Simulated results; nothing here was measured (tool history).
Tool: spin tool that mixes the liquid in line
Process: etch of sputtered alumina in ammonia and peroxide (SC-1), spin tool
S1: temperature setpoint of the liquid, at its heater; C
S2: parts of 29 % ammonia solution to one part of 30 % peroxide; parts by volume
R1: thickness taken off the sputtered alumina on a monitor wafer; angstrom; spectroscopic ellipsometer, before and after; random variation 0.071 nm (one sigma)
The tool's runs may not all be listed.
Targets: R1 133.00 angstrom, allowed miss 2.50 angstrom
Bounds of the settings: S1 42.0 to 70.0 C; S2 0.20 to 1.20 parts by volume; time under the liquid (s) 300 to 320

run 1 hour=0.0 | S1=58.0 S2=0.70 time_under_the_liquid_(s)=300 | R1=268.37
run 2 hour=6.6 | S1=52.5 S2=0.70 time_under_the_liquid_(s)=300 | R1=198.88
run 3 hour=14.1 | S1=52.5 S2=0.55 time_under_the_liquid_(s)=300 | R1=194.98
run 4 hour=20.8 | S1=50.5 S2=0.55 time_under_the_liquid_(s)=300 | R1=176.64
run 5 hour=23.2 | S1=50.5 S2=0.70 time_under_the_liquid_(s)=300 | R1=178.40
run 6 hour=27.6 | S1=50.5 S2=0.50 time_under_the_liquid_(s)=300 | R1=174.37
run 7 hour=28.8 | S1=49.0 S2=0.50 time_under_the_liquid_(s)=300 | R1=159.82
run 8 hour=29.8 | S1=48.0 S2=0.50 time_under_the_liquid_(s)=300 | R1=151.08
run 9 hour=32.6 | S1=45.0 S2=0.50 time_under_the_liquid_(s)=300 | R1=128.62
run 10 hour=33.9 | S1=45.0 S2=0.50 time_under_the_liquid_(s)=300 | R1=128.98

5 next moves are on the table. One of them brings every result within its allowed miss. Which?
run A hour=35.2 | S1=45.5 S2=0.40 time_under_the_liquid_(s)=300 | R1=?
run B hour=35.2 | S1=46.0 S2=0.20 time_under_the_liquid_(s)=320 | R1=?
run C hour=35.2 | S1=45.0 S2=0.25 time_under_the_liquid_(s)=320 | R1=?
run D hour=35.2 | S1=46.0 S2=0.30 time_under_the_liquid_(s)=300 | R1=?
run E hour=35.2 | S1=44.0 S2=0.85 time_under_the_liquid_(s)=300 | R1=?

move=A R1=128.42
move=B R1=131.88
move=C R1=127.29
move=D R1=128.53
move=E R1=126.68
A: further off than the last run
B: meets every target
C: further off than the last run
D: further off than the last run
E: further off than the last run
Answer: B
